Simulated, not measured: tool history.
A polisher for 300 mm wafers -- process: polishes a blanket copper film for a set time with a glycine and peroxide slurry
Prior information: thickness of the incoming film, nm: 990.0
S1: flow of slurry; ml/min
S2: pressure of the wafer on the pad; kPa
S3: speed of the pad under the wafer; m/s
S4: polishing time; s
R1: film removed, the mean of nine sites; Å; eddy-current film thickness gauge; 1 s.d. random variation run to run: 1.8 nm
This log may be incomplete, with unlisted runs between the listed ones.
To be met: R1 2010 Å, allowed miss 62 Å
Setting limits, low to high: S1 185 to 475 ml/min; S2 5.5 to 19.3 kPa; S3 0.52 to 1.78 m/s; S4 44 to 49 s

run,hour,S1,S2,S3,S4,R1
1,0,305,12.4,1.14,49,2321.6
2,2.6,305,11.7,1.14,49,2186.2
3,9.1,305,11.7,1.42,49,2586.6
4,16.3,305,11,1.42,49,2538.5
5,21.9,360,11,1.42,49,2548.7
6,22.7,360,10.3,1.42,49,2366.3
7,23.9,360,9.7,1.42,49,2336.9
8,28.5,360,9,1.42,49,2171.8
9,30.6,355,7.6,1.42,49,1917.5
10,36.3,360,7.6,1.42,49,1905.5

Which single option among these 5 for the next run brings every result within its allowed miss of target? Just one does.
A,42,390,9.7,1.28,49,?
B,42,385,7.6,1.46,46,?
C,42,355,8.3,1.44,48,?
D,42,380,9,1.24,44,?
E,42,380,9,1.56,46,?

move,R1
A,2138.9
B,1849.6
C,2024.9
D,1772.4
E,2202.6
A: carries the result that was furthest off beyond its target, to the other side
B: moves away from the targets compared with the last run
C: all results land within tolerance of their targets
D: moves away from the targets compared with the last run
E: carries the result that was furthest off beyond its target, to the other side
C meets every target.
